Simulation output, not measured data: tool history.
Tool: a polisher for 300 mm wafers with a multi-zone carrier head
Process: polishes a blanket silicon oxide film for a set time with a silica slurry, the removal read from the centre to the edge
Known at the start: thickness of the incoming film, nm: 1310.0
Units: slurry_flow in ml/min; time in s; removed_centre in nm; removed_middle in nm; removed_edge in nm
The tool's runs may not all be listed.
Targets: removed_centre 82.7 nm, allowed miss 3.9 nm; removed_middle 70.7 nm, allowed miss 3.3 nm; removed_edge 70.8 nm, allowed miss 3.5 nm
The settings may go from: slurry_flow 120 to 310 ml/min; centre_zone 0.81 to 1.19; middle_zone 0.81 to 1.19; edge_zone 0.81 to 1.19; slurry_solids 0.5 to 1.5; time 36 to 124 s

run  hour  slurry_flow  centre_zone  middle_zone  edge_zone  slurry_solids  time  removed_centre  removed_middle  removed_edge
  1     0          200            1            1          1              1    79          160.93          163.25        160.66
  2   8.4          200            1         1.03          1              1    79          164.46          165.36        159.34
  3  10.8          195         1.04         1.01       0.98           0.85    66          126.23          118.69        116.08
  4  11.9          195         1.04         1.01       0.98           0.85    75          140.41          140.71        132.15
  5  15.7          195         1.07         0.97       0.97           0.75    68          116.43          109.01        106.13
  6  20.2          195         1.13         0.97       0.97           0.75    68          127.61          106.92         106.4
  7  26.7          190         1.12         0.93       0.94            0.7    66          111.38          91.414        96.157
  8  35.1          195         1.11         0.93       0.91           0.65    63          96.725          82.569        81.402
  9  44.1          195          1.1         0.91       0.89           0.65    63          95.659          80.273        81.524
 10  50.2          195         1.09          0.9       0.87           0.65    63          95.666          79.186        82.914
 11    53          195         1.09          0.9       0.86            0.6    63          87.402          71.999        75.309
 12  55.4          195         1.09         0.91       0.85            0.6    63          87.771          73.681        71.758

Which of these 4 next moves meets every target?
  A  57.8          190         0.86         0.96        0.9            0.7    56               ?               ?             ?
  B  57.8          205         1.01         0.86       0.86           0.55    63               ?               ?             ?
  C  57.8          165         1.09         0.92       0.88            0.5    84               ?               ?             ?
  D  57.8          180         1.08         1.05        0.9            0.5    80               ?               ?             ?

move  removed_centre  removed_middle  removed_edge
   A          72.157          81.253        77.797
   B            70.7          61.709        63.377
   C          83.283          71.386        70.616
   D          79.826          76.999        68.486
A: takes the result that was furthest off past its target
B: takes the result that was furthest off past its target
C: meets every target
D: brings the result that was furthest off to its target, and leaves another outside
Move C is the one to make.

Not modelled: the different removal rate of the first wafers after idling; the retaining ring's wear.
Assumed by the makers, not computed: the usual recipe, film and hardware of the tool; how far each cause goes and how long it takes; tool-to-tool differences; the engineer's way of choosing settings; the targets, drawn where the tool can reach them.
